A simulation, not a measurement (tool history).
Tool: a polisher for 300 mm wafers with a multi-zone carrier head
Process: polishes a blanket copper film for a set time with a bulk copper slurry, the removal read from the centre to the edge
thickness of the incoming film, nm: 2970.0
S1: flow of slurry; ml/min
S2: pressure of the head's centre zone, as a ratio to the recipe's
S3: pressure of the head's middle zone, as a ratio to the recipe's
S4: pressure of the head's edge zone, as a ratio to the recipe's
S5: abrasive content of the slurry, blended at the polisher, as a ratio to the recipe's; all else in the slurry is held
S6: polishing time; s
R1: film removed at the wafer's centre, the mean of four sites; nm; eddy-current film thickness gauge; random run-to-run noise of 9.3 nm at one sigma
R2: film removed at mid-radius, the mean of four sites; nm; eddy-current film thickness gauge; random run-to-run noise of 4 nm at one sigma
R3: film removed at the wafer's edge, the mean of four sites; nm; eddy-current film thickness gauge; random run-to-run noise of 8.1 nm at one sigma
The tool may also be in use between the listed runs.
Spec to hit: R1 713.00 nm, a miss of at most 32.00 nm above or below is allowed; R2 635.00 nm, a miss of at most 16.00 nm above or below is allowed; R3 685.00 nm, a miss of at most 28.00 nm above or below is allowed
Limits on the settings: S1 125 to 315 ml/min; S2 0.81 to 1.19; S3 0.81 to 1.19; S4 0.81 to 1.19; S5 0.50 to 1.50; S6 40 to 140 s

| run | hour | S1 | S2 | S3 | S4 | S5 | S6 | R1 | R2 | R3 |
|---|---|---|---|---|---|---|---|---|---|---|
| 1 | 0.0 | 205 | 1.00 | 1.00 | 1.00 | 1.00 | 90 | 1033.00 | 1038.50 | 995.51 |
| 2 | 8.1 | 205 | 0.93 | 1.00 | 1.00 | 1.00 | 90 | 963.36 | 1034.70 | 998.48 |
| 3 | 8.7 | 205 | 0.88 | 1.00 | 1.00 | 1.00 | 90 | 891.87 | 1052.50 | 1032.90 |
| 4 | 13.6 | 205 | 0.88 | 1.00 | 1.00 | 1.00 | 107 | 1077.10 | 1249.50 | 1223.90 |
| 5 | 16.0 | 205 | 0.84 | 1.00 | 1.00 | 1.00 | 107 | 1020.70 | 1234.00 | 1224.30 |
| 6 | 23.2 | 205 | 0.84 | 1.00 | 1.00 | 1.00 | 116 | 1132.60 | 1336.80 | 1317.90 |
| 7 | 25.7 | 200 | 0.86 | 0.97 | 0.98 | 0.95 | 109 | 1051.20 | 1206.40 | 1195.90 |
| 8 | 26.7 | 170 | 0.96 | 0.87 | 0.95 | 0.70 | 84 | 822.05 | 778.95 | 827.04 |
| 9 | 34.9 | 165 | 0.96 | 0.86 | 0.94 | 0.65 | 83 | 767.13 | 738.83 | 804.07 |
| 10 | 40.8 | 165 | 0.97 | 0.85 | 0.93 | 0.65 | 82 | 805.67 | 723.34 | 794.79 |
| 11 | 49.7 | 150 | 0.92 | 0.82 | 0.83 | 0.50 | 75 | 640.02 | 605.44 | 645.67 |
| 12 | 51.5 | 155 | 0.93 | 0.82 | 0.84 | 0.50 | 75 | 632.52 | 602.96 | 645.52 |
| 13 | 54.6 | 185 | 1.03 | 0.83 | 0.88 | 0.70 | 76 | 813.61 | 674.98 | 747.17 |
| 14 | 56.9 | 180 | 1.02 | 0.83 | 0.87 | 0.70 | 76 | 804.51 | 686.26 | 735.97 |
| 15 | 65.3 | 180 | 1.02 | 0.83 | 0.87 | 0.70 | 76 | 815.26 | 675.11 | 717.42 |
| 16 | 69.4 | 175 | 1.01 | 0.83 | 0.87 | 0.70 | 76 | 766.32 | 674.38 | 731.48 |
| 17 | 72.9 | 170 | 1.01 | 0.83 | 0.86 | 0.70 | 76 | 788.21 | 677.40 | 731.02 |
| 18 | 74.1 | 170 | 1.00 | 0.83 | 0.86 | 0.70 | 76 | 765.00 | 678.34 | 722.57 |
| 19 | 76.9 | 165 | 0.99 | 0.82 | 0.85 | 0.65 | 76 | 725.53 | 657.05 | 698.54 |

5 candidate next runs follow, results not yet known. Just one meets every target within its allowed miss. Identify it.
| A | 79.7 | 155 | 0.97 | 0.85 | 0.81 | 0.65 | 76 | ? | ? | ? |
| B | 79.7 | 130 | 1.00 | 0.84 | 0.86 | 0.60 | 78 | ? | ? | ? |
| C | 79.7 | 185 | 0.96 | 0.87 | 0.89 | 0.55 | 75 | ? | ? | ? |
| D | 79.7 | 140 | 0.98 | 0.88 | 0.97 | 0.50 | 83 | ? | ? | ? |
| E | 79.7 | 170 | 0.96 | 0.86 | 0.81 | 0.50 | 79 | ? | ? | ? |

| move | R1 | R2 | R3 |
|---|---|---|---|
| A | 710.65 | 666.58 | 686.93 |
| B | 704.85 | 638.42 | 690.91 |
| C | 697.09 | 670.55 | 700.24 |
| D | 723.77 | 693.14 | 758.58 |
| E | 707.68 | 675.65 | 685.87 |
A: its largest miss is bigger than the last run's
B: all results in spec
C: its largest miss is bigger than the last run's
D: its largest miss is bigger than the last run's
E: its largest miss is bigger than the last run's
So the answer is move B, the one that meets all the targets.
